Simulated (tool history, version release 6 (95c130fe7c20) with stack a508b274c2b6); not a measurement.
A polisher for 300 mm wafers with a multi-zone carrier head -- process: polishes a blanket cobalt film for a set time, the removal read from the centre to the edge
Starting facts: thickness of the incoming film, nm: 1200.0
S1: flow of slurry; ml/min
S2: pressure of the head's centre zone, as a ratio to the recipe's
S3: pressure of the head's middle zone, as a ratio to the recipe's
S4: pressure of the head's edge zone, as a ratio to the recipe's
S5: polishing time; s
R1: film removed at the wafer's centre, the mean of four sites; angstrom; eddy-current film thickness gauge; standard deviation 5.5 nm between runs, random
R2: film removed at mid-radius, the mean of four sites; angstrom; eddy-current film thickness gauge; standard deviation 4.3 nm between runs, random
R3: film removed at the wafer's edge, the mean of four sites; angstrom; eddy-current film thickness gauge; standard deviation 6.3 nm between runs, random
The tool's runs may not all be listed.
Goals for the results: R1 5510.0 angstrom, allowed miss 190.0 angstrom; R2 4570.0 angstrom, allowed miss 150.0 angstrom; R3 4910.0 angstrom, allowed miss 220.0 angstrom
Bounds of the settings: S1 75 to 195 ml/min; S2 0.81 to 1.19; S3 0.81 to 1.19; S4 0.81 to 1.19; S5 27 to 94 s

run 1 hour=0.0 | S1=125 S2=1.00 S3=1.00 S4=1.00 S5=60 | R1=3749.3 R2=3867.0 R3=3701.3
run 2 hour=0.9 | S1=125 S2=1.07 S3=1.00 S4=1.00 S5=60 | R1=4018.3 R2=3831.8 R3=3748.5
run 3 hour=8.0 | S1=140 S2=1.10 S3=1.00 S4=1.04 S5=62 | R1=4296.1 R2=4024.4 R3=4048.1
run 4 hour=9.0 | S1=140 S2=1.10 S3=1.00 S4=1.04 S5=70 | R1=4941.1 R2=4634.1 R3=4529.4
run 5 hour=10.7 | S1=140 S2=1.10 S3=1.00 S4=1.13 S5=70 | R1=4923.8 R2=4577.8 R3=4643.6
run 6 hour=16.6 | S1=115 S2=1.10 S3=1.00 S4=1.13 S5=70 | R1=4660.1 R2=4369.0 R3=4572.1
run 7 hour=18.6 | S1=125 S2=1.12 S3=0.99 S4=1.14 S5=70 | R1=4863.9 R2=4470.0 R3=4712.5
run 8 hour=27.3 | S1=135 S2=1.14 S3=0.98 S4=1.13 S5=70 | R1=5080.9 R2=4520.3 R3=4651.6

Which of these 5 next moves meets every target?
run A hour=36.0 | S1=155 S2=1.18 S3=0.92 S4=1.16 S5=71 | R1=? R2=? R3=?
run B hour=36.0 | S1=115 S2=1.09 S3=0.96 S4=1.19 S5=74 | R1=? R2=? R3=?
run C hour=36.0 | S1=100 S2=1.05 S3=0.97 S4=1.18 S5=75 | R1=? R2=? R3=?
run D hour=36.0 | S1=75 S2=1.05 S3=0.98 S4=1.17 S5=81 | R1=? R2=? R3=?
run E hour=36.0 | S1=105 S2=1.09 S3=0.84 S4=1.19 S5=75 | R1=? R2=? R3=?

move=A R1=5432.0 R2=4560.2 R3=4834.1
move=B R1=4878.1 R2=4589.6 R3=4887.2
move=C R1=4577.7 R2=4523.9 R3=4815.6
move=D R1=4484.0 R2=4519.6 R3=4896.7
move=E R1=4818.6 R2=4202.9 R3=4884.5
A: meets every target
B: moves away from the targets compared with the last run
C: moves away from the targets compared with the last run
D: moves away from the targets compared with the last run
E: moves away from the targets compared with the last run
Go with A: it meets all targets.
